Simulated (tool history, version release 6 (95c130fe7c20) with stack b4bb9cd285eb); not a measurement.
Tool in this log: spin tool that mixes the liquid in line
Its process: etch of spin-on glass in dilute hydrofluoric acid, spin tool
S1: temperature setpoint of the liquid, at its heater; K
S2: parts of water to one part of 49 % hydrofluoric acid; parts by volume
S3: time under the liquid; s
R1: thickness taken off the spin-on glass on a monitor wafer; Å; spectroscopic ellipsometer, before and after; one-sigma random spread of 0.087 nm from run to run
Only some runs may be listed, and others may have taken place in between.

| run | day | S1 | S2 | S3 | R1 |
|---|---|---|---|---|---|
| 1 | 0 | 297.15 | 140 | 15 | 33.061 |
| 2 | 0.275 | 297.15 | 120 | 15 | 39.633 |
| 3 | 0.333 | 297.15 | 120 | 15 | 39.536 |
| 4 | 0.471 | 295.65 | 120 | 15 | 37.46 |
| 5 | 0.658 | 298.15 | 95 | 15 | 53.872 |
| 6 | 0.871 | 298.15 | 75 | 15 | 69.192 |
| 7 | 1.204 | 298.15 | 75 | 15 | 69.035 |
| 8 | 1.392 | 300.15 | 70 | 15 | 81.755 |
| 9 | 1.658 | 301.15 | 70 | 15 | 85.543 |
| 10 | 1.771 | 302.15 | 70 | 15 | 88.217 |
| 11 | 2.104 | 305.15 | 55 | 15 | 131.45 |
| 12 | 2.462 | 304.15 | 55 | 15 | 123.96 |

What will run 13 give?
| 13 | 2.767 | 304.15 | 55 | 15 | ? |

{"run 13": {"R1": 123.64}}
